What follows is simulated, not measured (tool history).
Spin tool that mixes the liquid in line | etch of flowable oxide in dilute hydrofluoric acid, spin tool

run	hour	temperature setpoint of the liquid (C)	parts of water to one part of 49 % hydrofluoric acid (parts by volume)	time under the liquid (s)	thickness taken off the flowable oxide on a monitor wafer (angstrom)
1	0.0	26.0	300	260	230.67
2	2.5	23.5	300	260	211.34
3	5.4	26.0	300	260	227.30
4	12.2	26.0	300	280	249.02
5	14.5	26.0	360	280	195.86
6	18.8	26.0	360	260	180.51
7	27.7	26.0	360	260	180.45
8	31.7	28.0	330	260	215.13
9	39.1	29.5	310	260	244.21
10	41.5	29.5	310	260	247.03
11	46.5	30.5	300	260	263.95
12	49.7	31.5	290	260	290.34
13	54.2	32.0	285	260	299.13

Run 14 comes next. What will it give?
14	56.3	32.5	280	260	?

thickness taken off the flowable oxide on a monitor wafer (angstrom): 309.46
